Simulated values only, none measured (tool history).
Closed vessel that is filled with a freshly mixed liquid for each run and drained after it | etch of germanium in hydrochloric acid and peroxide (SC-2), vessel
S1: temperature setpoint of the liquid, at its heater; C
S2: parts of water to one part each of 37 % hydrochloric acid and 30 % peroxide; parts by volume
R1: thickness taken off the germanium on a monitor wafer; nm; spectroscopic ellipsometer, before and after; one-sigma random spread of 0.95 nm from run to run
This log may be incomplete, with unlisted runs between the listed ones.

Run 1, hour 0: S1 51 C, S2 6 parts by volume, time in the liquid (s) 85. Result: R1 126.96 nm.
Run 2, hour 2.9: S1 51 C, S2 4 parts by volume, time in the liquid (s) 85. Result: R1 128.66 nm.
Run 3, hour 8.2: S1 53 C, S2 4 parts by volume, time in the liquid (s) 85. Result: R1 136.02 nm.
Run 4, hour 15.2: S1 55 C, S2 4 parts by volume, time in the liquid (s) 85. Result: R1 144.58 nm.
Run 5, hour 22.3: S1 55 C, S2 4 parts by volume, time in the liquid (s) 90. Result: R1 152.58 nm.
Run 6, hour 27.2: S1 55 C, S2 4 parts by volume, time in the liquid (s) 85. Result: R1 146.44 nm.
Run 7, hour 33.9: S1 56 C, S2 4 parts by volume, time in the liquid (s) 85. Result: R1 149.85 nm.

Run 8 is up next; what results do you expect?
Run 8, hour 39.6: S1 56.5 C, S2 4 parts by volume, time in the liquid (s) 85. Result: R1 ?.

Run 8 came out at R1 152.44 nm.
